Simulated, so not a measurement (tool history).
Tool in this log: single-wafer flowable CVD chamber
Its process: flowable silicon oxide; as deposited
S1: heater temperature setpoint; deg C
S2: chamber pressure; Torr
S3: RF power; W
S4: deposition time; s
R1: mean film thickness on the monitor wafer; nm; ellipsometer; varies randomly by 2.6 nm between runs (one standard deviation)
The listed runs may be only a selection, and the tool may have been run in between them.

| run | hour | S1 | S2 | S3 | S4 | R1 |
|---|---|---|---|---|---|---|
| 1 | 0 | 110 | 0.638 | 2030 | 832 | 261.04 |
| 2 | 3.2 | 110 | 0.719 | 2030 | 832 | 294.84 |
| 3 | 11.7 | 108 | 0.719 | 2030 | 832 | 314.01 |
| 4 | 18.8 | 108 | 0.719 | 2030 | 794 | 301.55 |
| 5 | 20.9 | 108 | 0.719 | 1835 | 794 | 295.25 |
| 6 | 22.5 | 106 | 0.72 | 1835 | 794 | 316.82 |
| 7 | 26.8 | 104 | 0.72 | 1835 | 794 | 344.2 |
| 8 | 35.7 | 102 | 0.72 | 1835 | 794 | 369.74 |
| 9 | 41.9 | 101 | 0.72 | 1835 | 794 | 383.83 |

What will run 10 give?
| 10 | 46.3 | 100 | 0.72 | 1835 | 794 | ? |

Run 10 gave R1 400.31 nm.

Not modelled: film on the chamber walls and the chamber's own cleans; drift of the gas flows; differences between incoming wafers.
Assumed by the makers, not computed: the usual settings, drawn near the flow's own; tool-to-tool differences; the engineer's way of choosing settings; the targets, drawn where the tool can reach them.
